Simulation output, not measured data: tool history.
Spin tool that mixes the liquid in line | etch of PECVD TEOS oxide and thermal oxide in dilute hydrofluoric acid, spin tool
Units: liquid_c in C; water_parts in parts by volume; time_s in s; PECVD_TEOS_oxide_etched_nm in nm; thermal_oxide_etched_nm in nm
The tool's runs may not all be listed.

run	hour	liquid_c	water_parts	time_s	PECVD_TEOS_oxide_etched_nm	thermal_oxide_etched_nm
1	0.0	21.0	135	180	12.9350	5.2257
2	4.3	24.5	135	180	14.7360	6.1179
3	10.8	24.5	100	180	20.8080	8.4719
4	16.4	22.0	135	180	13.4000	5.3868
5	19.0	22.0	105	180	18.0390	7.3004
6	20.5	22.0	70	180	28.0300	11.3060
7	27.0	21.0	115	180	15.4670	6.3470
8	35.6	20.0	140	180	11.8030	4.7820
9	41.4	19.0	160	180	9.8987	3.9489
10	47.6	19.0	180	180	8.4950	3.5598
11	56.1	18.5	195	175	7.3248	3.0034
12	61.5	18.0	205	175	6.7656	2.7687
13	65.7	17.5	210	175	6.4811	2.6829
14	73.7	17.5	215	175	6.3414	2.5725
15	76.6	17.5	220	175	6.1746	2.5067

Forecast run 16:
16	82.2	17.5	225	175	?	?

Run 16 gave PECVD_TEOS_oxide_etched_nm 5.9909 nm, thermal_oxide_etched_nm 2.4399 nm.

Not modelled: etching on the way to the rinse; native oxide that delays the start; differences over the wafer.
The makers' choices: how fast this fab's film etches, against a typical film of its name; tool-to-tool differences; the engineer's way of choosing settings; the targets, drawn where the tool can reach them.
